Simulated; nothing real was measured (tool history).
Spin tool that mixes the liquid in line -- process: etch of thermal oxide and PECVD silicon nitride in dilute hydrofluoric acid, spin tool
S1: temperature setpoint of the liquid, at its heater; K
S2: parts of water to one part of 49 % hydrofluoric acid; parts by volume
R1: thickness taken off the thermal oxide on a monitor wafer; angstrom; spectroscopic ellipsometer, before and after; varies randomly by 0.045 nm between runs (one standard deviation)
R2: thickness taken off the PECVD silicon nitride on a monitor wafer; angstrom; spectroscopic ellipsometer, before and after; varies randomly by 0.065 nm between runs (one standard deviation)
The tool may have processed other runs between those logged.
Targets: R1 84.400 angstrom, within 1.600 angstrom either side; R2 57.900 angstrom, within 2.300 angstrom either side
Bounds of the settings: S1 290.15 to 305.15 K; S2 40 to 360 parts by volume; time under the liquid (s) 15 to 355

{"run": 1, "hour": 0.0, "S1": 297.15, "S2": 200, "time under the liquid (s)": 180, "R1": 37.003, "R2": 24.012}
{"run": 2, "hour": 2.8, "S1": 298.65, "S2": 180, "time under the liquid (s)": 180, "R1": 44.258, "R2": 28.681}
{"run": 3, "hour": 5.1, "S1": 298.65, "S2": 135, "time under the liquid (s)": 180, "R1": 62.489, "R2": 39.179}
{"run": 4, "hour": 12.4, "S1": 295.65, "S2": 135, "time under the liquid (s)": 180, "R1": 55.593, "R2": 31.594}
{"run": 5, "hour": 17.7, "S1": 295.65, "S2": 135, "time under the liquid (s)": 240, "R1": 74.009, "R2": 41.625}
{"run": 6, "hour": 19.2, "S1": 295.65, "S2": 205, "time under the liquid (s)": 240, "R1": 45.349, "R2": 27.962}
{"run": 7, "hour": 22.5, "S1": 297.15, "S2": 195, "time under the liquid (s)": 240, "R1": 50.201, "R2": 32.597}
{"hour": 25.5, "done": "thermometer replaced"}
{"run": 8, "hour": 25.5, "S1": 301.15, "S2": 115, "time under the liquid (s)": 235, "R1": 112.21, "R2": 75.535}
{"run": 9, "hour": 31.4, "S1": 301.15, "S2": 125, "time under the liquid (s)": 240, "R1": 104.9, "R2": 70.174}
{"run": 10, "hour": 38.4, "S1": 301.15, "S2": 130, "time under the liquid (s)": 240, "R1": 98.842, "R2": 68.034}

Exactly one of the 5 candidate moves below puts every result within its allowed miss. Which one?
{"run": "A", "hour": 45.4, "S1": 300.15, "S2": 95, "time under the liquid (s)": 205, "R1": "?", "R2": "?"}
{"run": "B", "hour": 45.4, "S1": 304.65, "S2": 175, "time under the liquid (s)": 280, "R1": "?", "R2": "?"}
{"run": "C", "hour": 45.4, "S1": 300.65, "S2": 160, "time under the liquid (s)": 265, "R1": "?", "R2": "?"}
{"run": "D", "hour": 45.4, "S1": 301.15, "S2": 135, "time under the liquid (s)": 220, "R1": "?", "R2": "?"}
{"run": "E", "hour": 45.4, "S1": 293.65, "S2": 90, "time under the liquid (s)": 225, "R1": "?", "R2": "?"}

move=A R1=118.400 R2=72.814
move=B R1=93.186 R2=71.030
move=C R1=85.250 R2=57.688
move=D R1=88.153 R2=58.607
move=E R1=106.470 R2=54.796
A: its largest miss is bigger than the last run's
B: gains on the last run, yet a result remains outside its allowed miss
C: hits every target within its allowed miss
D: gains on the last run, yet a result remains outside its allowed miss
E: its largest miss is bigger than the last run's
The right move is C.

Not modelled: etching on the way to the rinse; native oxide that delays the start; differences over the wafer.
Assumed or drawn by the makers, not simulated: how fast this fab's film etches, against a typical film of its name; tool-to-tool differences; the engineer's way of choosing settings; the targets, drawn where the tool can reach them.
